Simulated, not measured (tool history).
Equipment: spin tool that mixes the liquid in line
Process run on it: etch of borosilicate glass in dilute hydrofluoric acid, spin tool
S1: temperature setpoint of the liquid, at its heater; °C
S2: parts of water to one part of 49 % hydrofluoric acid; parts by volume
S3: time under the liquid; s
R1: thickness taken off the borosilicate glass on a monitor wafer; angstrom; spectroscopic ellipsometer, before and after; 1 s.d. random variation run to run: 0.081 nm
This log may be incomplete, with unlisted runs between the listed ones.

run,hour,S1,S2,S3,R1
1,0,24,255,65,127.31
2,0.7,27,255,65,141.42
3,5.6,27,310,65,110.39
4,14.4,27.5,290,65,122.07
5,18.9,27.5,290,70,131.58
6,25.3,27.5,360,70,97.942
7,31.8,28,335,70,110.17
8,36.2,28.5,315,70,121.03
9,41.5,28.5,315,70,120.92
10,48.6,28.5,315,70,121.23
11,55.9,29,295,70,134.77
12,64.1,29.5,275,70,149.29

Predict the results of run 13:
13,69.3,30,260,70,?

R1: 163.98 angstrom
